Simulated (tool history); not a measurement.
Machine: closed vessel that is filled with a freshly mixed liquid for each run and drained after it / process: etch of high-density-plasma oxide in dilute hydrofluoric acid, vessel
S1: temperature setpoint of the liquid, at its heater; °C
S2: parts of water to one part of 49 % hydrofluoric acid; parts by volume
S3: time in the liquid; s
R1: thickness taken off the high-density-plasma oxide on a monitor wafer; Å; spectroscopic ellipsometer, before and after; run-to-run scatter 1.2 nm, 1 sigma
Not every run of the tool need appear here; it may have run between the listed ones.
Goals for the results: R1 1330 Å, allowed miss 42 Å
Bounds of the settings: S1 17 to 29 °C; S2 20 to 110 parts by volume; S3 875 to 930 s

run 1 hour=0 | S1=21 S2=60 S3=875 | R1=795.96
run 2 hour=8.3 | S1=21 S2=70 S3=875 | R1=673.52
run 3 hour=9.6 | S1=21 S2=70 S3=875 | R1=672.68
run 4 hour=13.3 | S1=23 S2=65 S3=875 | R1=799.48
run 5 hour=22.3 | S1=24.5 S2=60 S3=875 | R1=911.24
run 6 hour=30.7 | S1=22 S2=60 S3=875 | R1=817.54
run 7 hour=34.3 | S1=23.5 S2=55 S3=875 | R1=983.22
-- hour=40.8 thermometer replaced
run 8 hour=40.8 | S1=25 S2=55 S3=875 | R1=1091

Which single option among these 4 for the next run brings every result within its allowed miss of target? Just one does.
run A hour=47.3 | S1=22 S2=45 S3=875 | R1=?
run B hour=47.3 | S1=23.5 S2=50 S3=930 | R1=?
run C hour=47.3 | S1=26.5 S2=50 S3=905 | R1=?
run D hour=47.3 | S1=23.5 S2=55 S3=920 | R1=?

move=A R1=1221.3
move=B R1=1235.6
move=C R1=1359.1
move=D R1=1104
A: an improvement on the last run, though not all results are within tolerance
B: an improvement on the last run, though not all results are within tolerance
C: all results in spec
D: an improvement on the last run, though not all results are within tolerance
The right move is C.
